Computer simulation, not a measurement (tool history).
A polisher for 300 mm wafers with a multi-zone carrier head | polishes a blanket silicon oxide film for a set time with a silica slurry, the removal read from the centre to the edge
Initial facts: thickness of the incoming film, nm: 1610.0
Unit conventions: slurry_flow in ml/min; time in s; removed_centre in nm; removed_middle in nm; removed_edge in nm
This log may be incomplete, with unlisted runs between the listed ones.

run	hour	slurry_flow	centre_zone	middle_zone	edge_zone	slurry_solids	time	removed_centre	removed_middle	removed_edge
1	0	160	1	1	1	1	33	93.02	96.438	94.109
2	5	170	1.01	1.03	1.03	1.1	34	103	108.75	103.34
3	12.1	180	1.02	1.05	1.06	1.2	35	111.88	119.05	113.02
4	12.9	185	1.03	1.07	1.08	1.25	36	119.96	125.84	119.52
5	16.5	185	1.03	1.07	1.08	1.25	29	96.253	103.07	95.998
6	24.2	190	1.03	1.09	1.09	1.3	31	101.3	112.11	104.33
7	30.2	195	1.04	1.11	1.1	1.35	33	115.5	124.56	114.07
8	33.2	200	1.04	1.12	1.11	1.4	34	118.52	130.54	119.78
9	34.8	205	1.05	1.13	1.12	1.4	35	123.42	136.06	125.12
10	41.2	210	1.06	1.14	1.13	1.4	36	130.97	144.01	129.49
11	48.5	215	1.06	1.15	1.14	1.4	37	130.8	148.31	134.41
12	56.4	220	1.07	1.16	1.15	1.4	37	135.32	149.81	132.78
13	63.5	220	1.07	1.16	1.15	1.4	38	137.15	152	138.84
14	65.6	220	1.07	1.17	1.15	1.4	38	136.71	152.25	137.44
15	67.4	225	1.07	1.17	1.15	1.4	38	140.05	156.59	139.5
16	70.2	230	1.07	1.17	1.15	1.4	38	137.65	151.97	138.56
17	78.5	230	1.08	1.18	1.16	1.45	39	149.11	162.85	144.13
18	80.4	230	1.08	1.18	1.16	1.45	39	145.78	162.62	144.2
19	89.1	230	1.08	1.18	1.17	1.45	39	145.4	164.92	146.11

Run 20 comes next. What will it give?
20	94.3	230	1.08	1.17	1.17	1.45	39	?	?	?

removed_centre: 147.81 nm
removed_middle: 160.59 nm
removed_edge: 145.73 nm

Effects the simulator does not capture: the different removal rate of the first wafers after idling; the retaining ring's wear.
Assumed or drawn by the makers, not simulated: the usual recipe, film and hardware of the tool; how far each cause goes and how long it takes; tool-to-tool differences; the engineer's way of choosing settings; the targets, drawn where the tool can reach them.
